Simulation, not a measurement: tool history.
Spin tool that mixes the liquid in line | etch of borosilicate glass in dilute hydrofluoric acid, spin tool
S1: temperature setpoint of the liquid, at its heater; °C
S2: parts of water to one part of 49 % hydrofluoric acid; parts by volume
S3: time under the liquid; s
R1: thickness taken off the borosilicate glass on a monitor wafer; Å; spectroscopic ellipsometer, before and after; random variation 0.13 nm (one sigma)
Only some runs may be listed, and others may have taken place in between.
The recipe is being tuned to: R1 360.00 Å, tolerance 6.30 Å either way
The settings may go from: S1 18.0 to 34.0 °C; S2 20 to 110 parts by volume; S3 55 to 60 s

{"run": 1, "day": 0.0, "S1": 26.0, "S2": 60, "S3": 55, "R1": 191.92}
{"run": 2, "day": 0.362, "S1": 22.5, "S2": 60, "S3": 55, "R1": 166.04}
{"run": 3, "day": 0.533, "S1": 22.5, "S2": 80, "S3": 55, "R1": 121.78}
{"run": 4, "day": 0.862, "S1": 22.5, "S2": 70, "S3": 55, "R1": 140.03}
{"run": 5, "day": 0.95, "S1": 24.0, "S2": 70, "S3": 55, "R1": 149.7}
{"run": 6, "day": 1.158, "S1": 27.0, "S2": 60, "S3": 55, "R1": 199.23}
{"run": 7, "day": 1.221, "S1": 31.0, "S2": 35, "S3": 55, "R1": 417.53}
{"run": 8, "day": 1.425, "S1": 30.0, "S2": 35, "S3": 55, "R1": 399.06}
{"run": 9, "day": 1.712, "S1": 29.5, "S2": 35, "S3": 55, "R1": 391.28}
{"run": 10, "day": 1.988, "S1": 29.0, "S2": 35, "S3": 55, "R1": 385.1}
{"run": 11, "day": 2.296, "S1": 28.5, "S2": 35, "S3": 55, "R1": 376.84}
{"day": 2.508, "done": "hydrofluoric acid flow meter replaced"}
{"run": 12, "day": 2.508, "S1": 28.0, "S2": 35, "S3": 55, "R1": 391.57}
{"run": 13, "day": 2.696, "S1": 26.5, "S2": 35, "S3": 55, "R1": 367.73}

Pick the move, out of 4, that brings all results within their allowed miss; only one does.
{"run": "A", "day": 2.883, "S1": 29.5, "S2": 40, "S3": 55, "R1": "?"}
{"run": "B", "day": 2.883, "S1": 25.0, "S2": 35, "S3": 60, "R1": "?"}
{"run": "C", "day": 2.883, "S1": 25.5, "S2": 35, "S3": 60, "R1": "?"}
{"run": "D", "day": 2.883, "S1": 25.0, "S2": 35, "S3": 55, "R1": "?"}

move=A R1=359.86
move=B R1=376.54
move=C R1=384.39
move=D R1=345.16
A: meets every target
B: misses by more than the last run did
C: misses by more than the last run did
D: carries the result that was furthest off beyond its target, to the other side
Answer: A

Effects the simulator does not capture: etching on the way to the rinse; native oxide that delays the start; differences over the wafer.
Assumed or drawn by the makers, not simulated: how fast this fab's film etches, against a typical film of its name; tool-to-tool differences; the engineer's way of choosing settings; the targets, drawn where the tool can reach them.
